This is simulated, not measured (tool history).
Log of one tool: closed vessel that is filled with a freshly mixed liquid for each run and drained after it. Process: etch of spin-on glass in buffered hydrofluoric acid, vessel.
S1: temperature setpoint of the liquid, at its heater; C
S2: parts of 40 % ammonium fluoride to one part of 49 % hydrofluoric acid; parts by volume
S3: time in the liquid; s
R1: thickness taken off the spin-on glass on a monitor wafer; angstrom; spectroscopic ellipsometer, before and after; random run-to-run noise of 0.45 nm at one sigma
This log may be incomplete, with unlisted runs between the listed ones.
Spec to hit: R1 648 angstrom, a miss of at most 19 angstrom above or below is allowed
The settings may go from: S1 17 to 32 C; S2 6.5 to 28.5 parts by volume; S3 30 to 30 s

{"run": 1, "hour": 0.0, "S1": 24, "S2": 17.5, "S3": 30, "R1": 736.66}
{"run": 2, "hour": 7.6, "S1": 23.5, "S2": 17.5, "S3": 30, "R1": 709.37}
{"run": 3, "hour": 11.3, "S1": 23, "S2": 17.5, "S3": 30, "R1": 701.68}
{"run": 4, "hour": 12.2, "S1": 19.5, "S2": 17.5, "S3": 30, "R1": 565.78}
{"run": 5, "hour": 14.8, "S1": 19.5, "S2": 22.5, "S3": 30, "R1": 472.3}
{"run": 6, "hour": 21.1, "S1": 21, "S2": 22.5, "S3": 30, "R1": 510.04}
{"hour": 26.3, "done": "hydrofluoric acid flow meter replaced"}
{"run": 7, "hour": 26.3, "S1": 22, "S2": 22.5, "S3": 30, "R1": 568.69}
{"run": 8, "hour": 31.8, "S1": 22.5, "S2": 22.5, "S3": 30, "R1": 578.38}
{"run": 9, "hour": 38.9, "S1": 23, "S2": 22.5, "S3": 30, "R1": 599.47}
{"run": 10, "hour": 42.8, "S1": 23.5, "S2": 22.5, "S3": 30, "R1": 612.59}

Below are 5 possible settings for the next run. Only one of them brings all results inside the allowed miss of their targets. Which is it?
{"run": "A", "hour": 46.7, "S1": 24, "S2": 24, "S3": 30, "R1": "?"}
{"run": "B", "hour": 46.7, "S1": 23.5, "S2": 21, "S3": 30, "R1": "?"}
{"run": "C", "hour": 46.7, "S1": 26.5, "S2": 28.5, "S3": 30, "R1": "?"}
{"run": "D", "hour": 46.7, "S1": 22, "S2": 20.5, "S3": 30, "R1": "?"}
{"run": "E", "hour": 46.7, "S1": 24, "S2": 23.5, "S3": 30, "R1": "?"}

move=A R1=600.2
move=B R1=640.17
move=C R1=611.23
move=D R1=599.16
move=E R1=608.97
A: lands further from the targets than the last run did
B: all results in spec
C: as far off as the last run
D: lands further from the targets than the last run did
E: lands further from the targets than the last run did
So the answer is move B, the one that meets all the targets.

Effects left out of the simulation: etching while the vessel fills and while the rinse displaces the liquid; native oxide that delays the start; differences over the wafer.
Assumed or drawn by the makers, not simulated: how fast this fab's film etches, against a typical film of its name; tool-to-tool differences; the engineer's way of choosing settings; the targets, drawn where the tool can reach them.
